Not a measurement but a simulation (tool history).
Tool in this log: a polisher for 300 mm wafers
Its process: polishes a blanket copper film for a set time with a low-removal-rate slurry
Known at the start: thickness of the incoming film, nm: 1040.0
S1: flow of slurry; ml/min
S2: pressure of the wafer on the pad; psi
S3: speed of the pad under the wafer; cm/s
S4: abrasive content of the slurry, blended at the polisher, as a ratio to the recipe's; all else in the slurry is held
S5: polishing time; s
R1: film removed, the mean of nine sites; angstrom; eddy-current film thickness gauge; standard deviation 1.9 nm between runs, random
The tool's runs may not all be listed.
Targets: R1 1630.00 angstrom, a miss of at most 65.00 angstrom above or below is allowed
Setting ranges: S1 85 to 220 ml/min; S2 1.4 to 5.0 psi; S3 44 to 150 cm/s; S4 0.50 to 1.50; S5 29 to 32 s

run 1 day=0.000 | S1=140 S2=3.2 S3=96 S4=1.00 S5=32 | R1=990.70
run 2 day=0.221 | S1=110 S2=3.2 S3=96 S4=1.00 S5=32 | R1=977.71
run 3 day=0.492 | S1=110 S2=3.2 S3=96 S4=0.90 S5=32 | R1=956.29
run 4 day=0.858 | S1=110 S2=3.6 S3=96 S4=0.90 S5=32 | R1=1052.70
run 5 day=1.067 | S1=110 S2=3.6 S3=106 S4=0.90 S5=32 | R1=1156.40
run 6 day=1.242 | S1=110 S2=3.6 S3=106 S4=1.00 S5=32 | R1=1190.70
run 7 day=1.367 | S1=110 S2=3.6 S3=106 S4=1.00 S5=32 | R1=1199.40
run 8 day=1.692 | S1=110 S2=3.8 S3=106 S4=1.00 S5=32 | R1=1228.10
run 9 day=1.908 | S1=110 S2=4.1 S3=106 S4=1.00 S5=32 | R1=1339.80
run 10 day=2.133 | S1=110 S2=4.3 S3=106 S4=1.00 S5=32 | R1=1397.80
run 11 day=2.258 | S1=110 S2=4.3 S3=106 S4=1.00 S5=32 | R1=1389.60
run 12 day=2.338 | S1=110 S2=4.3 S3=106 S4=1.00 S5=32 | R1=1391.40
run 13 day=2.479 | S1=110 S2=4.4 S3=106 S4=1.00 S5=32 | R1=1417.60
run 14 day=2.725 | S1=110 S2=4.5 S3=106 S4=1.00 S5=32 | R1=1477.40
run 15 day=2.829 | S1=110 S2=4.6 S3=106 S4=1.00 S5=32 | R1=1508.90

Which of these 5 next moves meets every target?
run A day=2.933 | S1=100 S2=4.4 S3=122 S4=1.00 S5=32 | R1=?
run B day=2.933 | S1=115 S2=4.6 S3=106 S4=1.00 S5=31 | R1=?
run C day=2.933 | S1=110 S2=4.8 S3=94 S4=0.90 S5=32 | R1=?
run D day=2.933 | S1=150 S2=4.4 S3=98 S4=0.85 S5=30 | R1=?
run E day=2.933 | S1=100 S2=4.4 S3=92 S4=1.05 S5=31 | R1=?

move=A R1=1591.70
move=B R1=1455.10
move=C R1=1352.90
move=D R1=1282.60
move=E R1=1182.20
A: meets every target
B: the biggest miss grows against the last run
C: the biggest miss grows against the last run
D: the biggest miss grows against the last run
E: the biggest miss grows against the last run
Move A is the one to make.
